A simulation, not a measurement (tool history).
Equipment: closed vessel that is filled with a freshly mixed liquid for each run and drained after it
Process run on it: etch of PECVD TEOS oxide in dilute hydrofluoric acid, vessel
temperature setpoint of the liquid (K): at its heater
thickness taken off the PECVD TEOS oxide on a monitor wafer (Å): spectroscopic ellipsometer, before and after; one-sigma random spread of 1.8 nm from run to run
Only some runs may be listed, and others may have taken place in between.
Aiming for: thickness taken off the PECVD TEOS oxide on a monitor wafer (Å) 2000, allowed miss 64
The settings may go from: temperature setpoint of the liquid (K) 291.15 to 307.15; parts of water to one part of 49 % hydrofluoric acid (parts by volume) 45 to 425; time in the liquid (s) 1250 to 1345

run,hour,temperature setpoint of the liquid (K),parts of water to one part of 49 % hydrofluoric acid (parts by volume),time in the liquid (s),thickness taken off the PECVD TEOS oxide on a monitor wafer (Å)
1,0,299.15,235,1250,618.57
2,5.5,301.15,235,1250,670.9
3,14.4,301.15,170,1250,983.28
4,18.8,301.15,170,1345,1085.7
5,21.4,302.65,170,1345,1131.3
6,24.9,300.15,170,1345,1038.3
7,30.9,301.15,160,1345,1142.5
8,38.5,301.65,150,1345,1280.5
9,40.5,302.15,145,1345,1366.1
10,48,302.65,140,1345,1440.5
11,50.2,303.15,140,1345,1457.1
12,57.7,307.15,95,1345,2622.2
13,60.9,307.15,95,1345,2647.2
14,68.1,306.65,95,1345,2635.9
15,69.1,306.15,95,1345,2546
16,76.9,305.65,95,1345,2508.9
17,83.1,305.65,95,1345,2484.8
18,86.8,305.15,95,1345,2468.1
19,91.2,304.65,95,1345,2398.5
20,94.6,304.15,95,1345,2371.4
21,100,303.65,95,1345,2339.8
22,107,303.15,95,1345,2252.8
23,108.6,302.65,95,1345,2232.4
24,114.9,302.15,95,1345,2171
25,118.4,302.15,95,1345,2211.9
26,125.6,301.65,95,1345,2164.4

Exercise: of the 4 proposed moves below, exactly one satisfies all targets within the stated allowed misses. Which move is it?
A,132.8,304.65,110,1300,?
B,132.8,299.65,95,1270,?
C,132.8,302.65,90,1300,?
D,132.8,304.65,95,1345,?

move,thickness taken off the PECVD TEOS oxide on a monitor wafer (Å)
A,1983.2
B,1896.1
C,2314.8
D,2428.3
A: each result inside its tolerance
B: takes the result that was furthest off past its target
C: further off than the last run
D: further off than the last run
So the answer is move A, the one that meets all the targets.
